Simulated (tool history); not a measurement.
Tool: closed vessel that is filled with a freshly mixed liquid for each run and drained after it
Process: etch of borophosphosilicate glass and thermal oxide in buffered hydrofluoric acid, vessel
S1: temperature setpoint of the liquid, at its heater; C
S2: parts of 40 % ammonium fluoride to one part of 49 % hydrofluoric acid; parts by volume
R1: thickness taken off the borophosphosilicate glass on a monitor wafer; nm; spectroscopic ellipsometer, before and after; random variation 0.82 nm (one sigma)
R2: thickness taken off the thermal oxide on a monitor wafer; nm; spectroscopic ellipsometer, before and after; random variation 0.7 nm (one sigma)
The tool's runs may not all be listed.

run 1 hour=0.0 | S1=22.0 S2=17.5 time_in_the_liquid_(s)=60 | R1=76.894 R2=35.981
run 2 hour=8.6 | S1=22.0 S2=17.5 time_in_the_liquid_(s)=70 | R1=88.741 R2=41.560
run 3 hour=13.4 | S1=22.0 S2=17.5 time_in_the_liquid_(s)=85 | R1=108.080 R2=51.940
run 4 hour=15.9 | S1=23.0 S2=17.5 time_in_the_liquid_(s)=85 | R1=113.910 R2=53.122
run 5 hour=17.1 | S1=23.0 S2=17.5 time_in_the_liquid_(s)=70 | R1=94.186 R2=44.446
run 6 hour=22.0 | S1=23.0 S2=17.5 time_in_the_liquid_(s)=90 | R1=120.600 R2=57.118
run 7 hour=29.7 | S1=23.5 S2=17.5 time_in_the_liquid_(s)=90 | R1=123.840 R2=58.793
run 8 hour=38.1 | S1=24.0 S2=17.5 time_in_the_liquid_(s)=90 | R1=126.460 R2=61.094

Forecast run 9:
run 9 hour=40.6 | S1=24.5 S2=17.5 time_in_the_liquid_(s)=90 | R1=? R2=?

R1: 129.280 nm
R2: 61.411 nm

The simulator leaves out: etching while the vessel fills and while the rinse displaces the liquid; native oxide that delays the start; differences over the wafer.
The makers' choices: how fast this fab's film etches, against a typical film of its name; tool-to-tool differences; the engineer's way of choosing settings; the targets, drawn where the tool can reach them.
